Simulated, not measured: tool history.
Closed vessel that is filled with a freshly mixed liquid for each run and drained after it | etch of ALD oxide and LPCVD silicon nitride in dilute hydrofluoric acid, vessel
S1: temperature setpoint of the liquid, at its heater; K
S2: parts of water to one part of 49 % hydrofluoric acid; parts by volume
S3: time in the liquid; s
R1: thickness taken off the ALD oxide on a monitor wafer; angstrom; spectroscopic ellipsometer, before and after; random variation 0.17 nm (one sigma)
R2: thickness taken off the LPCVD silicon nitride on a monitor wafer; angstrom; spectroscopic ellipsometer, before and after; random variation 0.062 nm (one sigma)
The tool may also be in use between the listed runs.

run,hour,S1,S2,S3,R1,R2
1,0.0,297.15,155,230,150.16,6.8845
2,7.2,297.15,130,230,186.23,8.2461
3,15.7,294.65,130,230,167.43,6.3414
4,17.9,295.15,125,230,179.64,6.9844
5,22.3,295.65,120,230,193.53,7.1553
6,23.3,296.65,115,230,211.07,8.3211

The next listed run, before its measurement:
7,31.8,297.15,115,230,?,?

R1: 212.19 angstrom
R2: 9.1197 angstrom

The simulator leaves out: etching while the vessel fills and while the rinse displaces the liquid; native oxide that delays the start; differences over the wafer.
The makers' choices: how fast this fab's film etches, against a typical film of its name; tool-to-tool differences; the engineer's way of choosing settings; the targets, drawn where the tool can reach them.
